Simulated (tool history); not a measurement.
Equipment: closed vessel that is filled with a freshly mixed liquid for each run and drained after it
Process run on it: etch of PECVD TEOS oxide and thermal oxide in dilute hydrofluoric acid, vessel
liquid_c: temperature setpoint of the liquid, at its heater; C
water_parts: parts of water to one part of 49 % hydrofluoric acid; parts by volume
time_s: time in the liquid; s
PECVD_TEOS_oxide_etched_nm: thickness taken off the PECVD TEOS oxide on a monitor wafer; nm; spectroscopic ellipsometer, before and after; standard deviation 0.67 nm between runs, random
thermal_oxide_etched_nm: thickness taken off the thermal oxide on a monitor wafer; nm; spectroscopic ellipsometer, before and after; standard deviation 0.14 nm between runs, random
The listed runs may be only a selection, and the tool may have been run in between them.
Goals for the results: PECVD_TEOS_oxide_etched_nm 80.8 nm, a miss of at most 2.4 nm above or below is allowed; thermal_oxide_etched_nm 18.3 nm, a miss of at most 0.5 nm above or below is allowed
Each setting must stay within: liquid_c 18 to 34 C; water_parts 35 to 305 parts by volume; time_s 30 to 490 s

run,hour,liquid_c,water_parts,time_s,PECVD_TEOS_oxide_etched_nm,thermal_oxide_etched_nm
1,0,26,170,250,30.404,6.9518
2,6.1,26,195,250,25.947,5.9283
3,14.3,27.5,170,250,32.596,7.3843
4,16.4,28.5,150,250,39.074,8.8625
5,22,28.5,150,315,49.23,11.206
6,23.6,28.5,120,315,63.97,14.428
7,26.4,29.5,120,315,66.467,15.083
8,33.6,30.5,120,315,68.949,15.289
9,40.9,30.5,115,315,71.58,16.235
10,46.5,30.5,115,315,71.356,16.31

5 candidate next runs follow, results not yet known. Just one meets every target within its allowed miss. Identify it.
A,52.1,31.5,110,320,?,?
B,52.1,27,85,300,?,?
C,52.1,34,105,225,?,?
D,52.1,27,75,275,?,?
E,52.1,34,90,250,?,?

move,PECVD_TEOS_oxide_etched_nm,thermal_oxide_etched_nm
A,79.578,18.202
B,84.322,19.287
C,64.663,14.791
D,88.802,20.312
E,85.802,19.626
A: every result within its allowed miss
B: carries the result that was furthest off beyond its target, to the other side
C: its largest miss is bigger than the last run's
D: carries the result that was furthest off beyond its target, to the other side
E: carries the result that was furthest off beyond its target, to the other side
The move that meets every target is A.
